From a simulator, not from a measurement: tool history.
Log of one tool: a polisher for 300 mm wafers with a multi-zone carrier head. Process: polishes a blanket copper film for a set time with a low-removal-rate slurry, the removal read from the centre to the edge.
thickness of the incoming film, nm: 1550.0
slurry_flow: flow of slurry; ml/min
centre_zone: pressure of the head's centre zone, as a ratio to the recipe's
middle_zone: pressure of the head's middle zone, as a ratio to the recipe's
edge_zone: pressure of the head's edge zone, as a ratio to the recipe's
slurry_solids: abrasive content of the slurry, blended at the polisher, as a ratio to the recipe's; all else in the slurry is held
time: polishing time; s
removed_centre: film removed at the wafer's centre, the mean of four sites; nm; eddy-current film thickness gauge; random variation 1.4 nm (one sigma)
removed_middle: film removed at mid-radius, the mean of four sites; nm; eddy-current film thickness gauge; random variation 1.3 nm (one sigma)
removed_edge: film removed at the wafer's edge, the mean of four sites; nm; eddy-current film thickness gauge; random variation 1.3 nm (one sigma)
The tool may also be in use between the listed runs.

run 1 hour=0.0 | slurry_flow=130 centre_zone=1.00 middle_zone=1.00 edge_zone=1.00 slurry_solids=1.00 time=79 | removed_centre=177.59 removed_middle=196.51 removed_edge=191.05
run 2 hour=5.3 | slurry_flow=130 centre_zone=0.94 middle_zone=1.00 edge_zone=1.00 slurry_solids=1.00 time=79 | removed_centre=166.57 removed_middle=196.29 removed_edge=188.24
run 3 hour=12.1 | slurry_flow=130 centre_zone=0.94 middle_zone=1.00 edge_zone=1.00 slurry_solids=1.20 time=79 | removed_centre=172.24 removed_middle=210.16 removed_edge=198.09
run 4 hour=12.8 | slurry_flow=130 centre_zone=0.96 middle_zone=1.00 edge_zone=0.95 slurry_solids=1.00 time=71 | removed_centre=154.42 removed_middle=172.96 removed_edge=166.20
run 5 hour=14.4 | slurry_flow=130 centre_zone=0.96 middle_zone=1.00 edge_zone=0.95 slurry_solids=1.00 time=58 | removed_centre=125.68 removed_middle=147.38 removed_edge=134.39
run 6 hour=19.8 | slurry_flow=130 centre_zone=0.96 middle_zone=1.00 edge_zone=0.95 slurry_solids=1.10 time=58 | removed_centre=130.59 removed_middle=148.69 removed_edge=142.86
run 7 hour=20.6 | slurry_flow=100 centre_zone=1.03 middle_zone=0.90 edge_zone=0.85 slurry_solids=0.85 time=57 | removed_centre=116.27 removed_middle=113.72 removed_edge=115.97

Run 8 comes next. What will it give?
run 8 hour=24.6 | slurry_flow=105 centre_zone=1.03 middle_zone=0.92 edge_zone=0.84 slurry_solids=0.85 time=57 | removed_centre=? removed_middle=? removed_edge=?

removed_centre: 120.80 nm
removed_middle: 119.40 nm
removed_edge: 116.15 nm
